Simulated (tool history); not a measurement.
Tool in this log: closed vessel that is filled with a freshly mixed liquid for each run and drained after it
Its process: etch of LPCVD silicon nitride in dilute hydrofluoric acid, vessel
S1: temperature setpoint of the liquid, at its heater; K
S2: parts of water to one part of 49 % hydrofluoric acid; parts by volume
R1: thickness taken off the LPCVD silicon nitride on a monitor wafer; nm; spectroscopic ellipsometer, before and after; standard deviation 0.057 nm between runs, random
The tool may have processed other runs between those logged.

run 1 hour=0.0 | S1=295.15 S2=240 time_in_the_liquid_(s)=2590 | R1=4.8800
run 2 hour=3.6 | S1=291.65 S2=240 time_in_the_liquid_(s)=2590 | R1=3.8835
run 3 hour=12.6 | S1=293.65 S2=240 time_in_the_liquid_(s)=2590 | R1=4.4623
run 4 hour=14.5 | S1=295.15 S2=240 time_in_the_liquid_(s)=2590 | R1=4.9875
run 5 hour=19.1 | S1=296.15 S2=240 time_in_the_liquid_(s)=2590 | R1=5.1385
run 6 hour=21.6 | S1=292.65 S2=240 time_in_the_liquid_(s)=2590 | R1=4.2006
run 7 hour=28.6 | S1=296.65 S2=235 time_in_the_liquid_(s)=2590 | R1=5.5484

For run 8, what comes out?
run 8 hour=33.5 | S1=297.15 S2=235 time_in_the_liquid_(s)=2590 | R1=?

Run 8 produced R1 5.6714 nm.
